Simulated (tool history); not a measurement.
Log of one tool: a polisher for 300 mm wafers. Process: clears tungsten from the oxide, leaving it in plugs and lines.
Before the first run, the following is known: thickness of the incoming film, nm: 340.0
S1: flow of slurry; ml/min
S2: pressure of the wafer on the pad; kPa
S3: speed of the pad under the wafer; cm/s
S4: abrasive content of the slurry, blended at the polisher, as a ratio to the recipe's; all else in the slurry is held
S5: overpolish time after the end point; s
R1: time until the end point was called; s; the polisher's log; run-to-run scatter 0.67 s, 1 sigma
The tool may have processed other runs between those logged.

run 1 day=0.000 | S1=290 S2=29.0 S3=116 S4=1.0 S5=9 | R1=66.689
run 2 day=0.150 | S1=290 S2=35.9 S3=116 S4=1.0 S5=9 | R1=55.816
run 3 day=0.229 | S1=290 S2=39.3 S3=116 S4=1.0 S5=9 | R1=53.007
run 4 day=0.321 | S1=290 S2=37.2 S3=116 S4=1.0 S5=9 | R1=54.340
run 5 day=0.492 | S1=290 S2=37.2 S3=116 S4=1.0 S5=7 | R1=54.995
run 6 day=0.667 | S1=290 S2=35.2 S3=116 S4=1.0 S5=7 | R1=57.369
run 7 day=0.712 | S1=290 S2=33.1 S3=116 S4=1.0 S5=7 | R1=60.649

Estimate the outcome of run 8 from the log above:
run 8 day=0.875 | S1=285 S2=24.8 S3=114 S4=1.0 S5=7 | R1=?

{"run 8": {"R1": 76.296}}
